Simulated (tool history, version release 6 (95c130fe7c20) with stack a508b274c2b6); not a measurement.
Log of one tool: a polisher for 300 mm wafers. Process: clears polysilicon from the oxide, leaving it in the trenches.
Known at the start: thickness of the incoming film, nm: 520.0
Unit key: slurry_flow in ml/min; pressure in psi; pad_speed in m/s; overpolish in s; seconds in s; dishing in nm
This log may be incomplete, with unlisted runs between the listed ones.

run,hour,slurry_flow,pressure,pad_speed,overpolish,seconds,dishing
1,0,265,2.3,1.26,18,39.747,55.115
2,7.1,295,2.3,1.26,18,38.685,53.517
3,10.3,295,2.3,1.26,21,39.405,54.382
4,15.4,295,1.8,1.26,21,49.78,55.386
5,18.5,295,1.3,1.26,21,68.697,52.68
6,24.9,295,1.7,1.26,21,52.31,53.896
7,28.4,310,1.7,1.28,19,51.507,54.145
8,29,305,1.7,1.26,17,53.359,52.673
9,36.3,305,1.7,1.26,17,52.97,51.646
10,41,320,1.7,1.26,15,51.741,52.226
11,43.7,330,1.7,1.26,14,51.966,50.249
12,51.9,340,1.7,1.26,13,50.882,51.443

Expected results for the next run?
# hour 56.5: slurry nozzle cleaned
13,56.5,350,1.7,1.26,12,?,?

Run 13 came out at seconds 50.682 s, dishing 50.385 nm.

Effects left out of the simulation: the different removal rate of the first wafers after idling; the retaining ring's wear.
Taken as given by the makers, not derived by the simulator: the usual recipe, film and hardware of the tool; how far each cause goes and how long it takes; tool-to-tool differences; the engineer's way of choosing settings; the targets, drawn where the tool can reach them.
